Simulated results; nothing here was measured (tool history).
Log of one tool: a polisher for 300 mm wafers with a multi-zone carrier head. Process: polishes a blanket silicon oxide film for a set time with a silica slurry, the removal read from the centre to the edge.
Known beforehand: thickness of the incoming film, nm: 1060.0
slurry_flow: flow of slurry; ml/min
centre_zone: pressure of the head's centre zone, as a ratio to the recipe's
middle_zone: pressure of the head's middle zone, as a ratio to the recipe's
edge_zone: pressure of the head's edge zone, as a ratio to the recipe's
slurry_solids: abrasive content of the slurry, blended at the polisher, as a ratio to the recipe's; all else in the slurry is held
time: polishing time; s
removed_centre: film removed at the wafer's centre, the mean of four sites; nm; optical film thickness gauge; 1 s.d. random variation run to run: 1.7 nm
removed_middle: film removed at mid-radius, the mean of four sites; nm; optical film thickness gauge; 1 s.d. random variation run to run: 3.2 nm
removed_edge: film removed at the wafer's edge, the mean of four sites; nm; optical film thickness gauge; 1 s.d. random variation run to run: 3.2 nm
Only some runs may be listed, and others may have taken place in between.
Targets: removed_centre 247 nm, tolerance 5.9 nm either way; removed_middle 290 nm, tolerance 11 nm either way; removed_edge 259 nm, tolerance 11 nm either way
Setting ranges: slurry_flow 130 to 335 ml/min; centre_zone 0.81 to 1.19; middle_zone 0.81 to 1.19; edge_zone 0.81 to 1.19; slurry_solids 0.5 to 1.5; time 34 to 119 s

run,day,slurry_flow,centre_zone,middle_zone,edge_zone,slurry_solids,time,removed_centre,removed_middle,removed_edge
1,0,215,1,1,1,1,76,380.4,395.37,407.9
2,0.233,215,0.98,1.02,0.95,0.85,73,338.57,357.66,351.73
3,0.367,215,0.98,1.02,0.95,0.85,58,265.49,283.68,272.53
4,0.612,205,0.97,1.04,0.94,0.85,58,259.27,285.23,273.76
5,0.792,205,1.05,1.04,0.94,0.85,58,277.78,289.18,275.2
6,1.129,195,1.03,1.06,0.93,0.85,58,274.29,291.49,271.88
# day 1.2: edge zone pressure recalibrated
7,1.2,185,1.01,1.07,0.92,0.85,58,263.33,285.94,259.6
8,1.346,180,1,1.08,0.93,0.85,58,261.44,285.7,258.06

Consider the 5 candidate settings below. Which is the only one whose results all fall within their allowed miss of target?
A,1.492,200,0.87,1.18,0.94,0.8,59,?,?,?
B,1.492,130,1.05,1.15,0.9,0.9,53,?,?,?
C,1.492,260,0.94,1.08,0.95,0.9,53,?,?,?
D,1.492,130,1.16,1.14,0.87,1,55,?,?,?
E,1.492,140,1.01,1.01,1.01,0.9,56,?,?,?

move,removed_centre,removed_middle,removed_edge
A,229.62,314.68,258.87
B,238.52,268.12,226.65
C,246.36,290.67,255.18
D,287.67,290.41,243.69
E,247.57,261.85,256.19
A: carries the result that was furthest off beyond its target, to the other side
B: carries the result that was furthest off beyond its target, to the other side
C: all results land within tolerance of their targets
D: moves away from the targets compared with the last run
E: brings the result that was furthest off to its target, and leaves another outside
The right move is C.
